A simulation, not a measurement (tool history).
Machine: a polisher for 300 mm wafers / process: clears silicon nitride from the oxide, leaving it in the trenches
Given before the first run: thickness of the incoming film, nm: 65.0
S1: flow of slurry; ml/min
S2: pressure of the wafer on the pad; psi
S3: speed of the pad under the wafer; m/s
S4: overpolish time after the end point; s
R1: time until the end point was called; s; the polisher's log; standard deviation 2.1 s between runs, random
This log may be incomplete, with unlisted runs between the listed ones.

run  hour   S1   S2    S3  S4      R1
  1   0.0  205  1.7  1.10   4  112.03
  2   4.4  205  1.5  1.10   4  121.28
  3  11.0  205  1.9  1.10   4  102.43
  4  13.9  205  1.9  1.10   4  100.04
  5  22.8  205  1.7  1.08   4  112.72
  6  24.3  205  1.5  1.06   4  123.92
  7  28.0  205  1.4  1.04   4  136.08

The next listed run, before its measurement:
  8  32.3  205  0.9  1.02   4   ?

R1: 192.81 s
